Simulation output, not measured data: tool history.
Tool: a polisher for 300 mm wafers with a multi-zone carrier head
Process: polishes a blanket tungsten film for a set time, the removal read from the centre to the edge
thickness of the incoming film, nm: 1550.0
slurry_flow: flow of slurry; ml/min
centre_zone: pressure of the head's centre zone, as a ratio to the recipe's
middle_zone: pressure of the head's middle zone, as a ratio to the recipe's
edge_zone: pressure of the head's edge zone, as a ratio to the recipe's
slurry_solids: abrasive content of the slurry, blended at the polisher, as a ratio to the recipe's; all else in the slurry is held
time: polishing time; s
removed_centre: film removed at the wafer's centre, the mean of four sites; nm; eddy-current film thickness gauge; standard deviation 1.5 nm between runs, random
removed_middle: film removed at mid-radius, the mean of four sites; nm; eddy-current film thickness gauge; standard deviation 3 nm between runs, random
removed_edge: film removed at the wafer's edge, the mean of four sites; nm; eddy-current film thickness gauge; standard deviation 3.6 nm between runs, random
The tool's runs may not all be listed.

run  hour  slurry_flow  centre_zone  middle_zone  edge_zone  slurry_solids  time  removed_centre  removed_middle  removed_edge
  1   0.0          195         1.00         1.00       1.00           1.00    41          192.33          196.61        198.59
  2   3.0          165         1.00         1.00       1.00           1.00    41          184.70          185.89        200.22
  3  10.2          175         1.01         1.02       1.04           1.10    41          193.71          193.15        204.50
  4  13.0          175         1.01         1.06       1.04           1.10    41          192.92          199.56        207.44
  5  17.9          175         1.01         1.06       0.99           1.10    41          193.95          199.84        198.42
  6  20.6          175         1.01         1.10       0.99           1.10    41          193.33          205.84        198.15
  7  25.9          195         1.01         1.10       1.04           1.15    41          199.89          209.80        208.66
     32.4  -- slurry nozzle cleaned
  8  32.4          215         1.01         1.11       1.08           1.20    41          212.31          229.79        226.30
  9  40.4          225         1.02         1.10       1.09           1.20    41          218.82          233.39        219.53
 10  41.1          225         1.02         1.09       1.11           1.25    41          217.61          226.85        239.60

Run 11 has not been measured yet. What should we expect?
 11  42.9          230         1.02         1.09       1.11           1.25    41               ?               ?             ?

For run 11 the tool returned removed_centre 221.02 nm, removed_middle 229.19 nm, removed_edge 230.51 nm.

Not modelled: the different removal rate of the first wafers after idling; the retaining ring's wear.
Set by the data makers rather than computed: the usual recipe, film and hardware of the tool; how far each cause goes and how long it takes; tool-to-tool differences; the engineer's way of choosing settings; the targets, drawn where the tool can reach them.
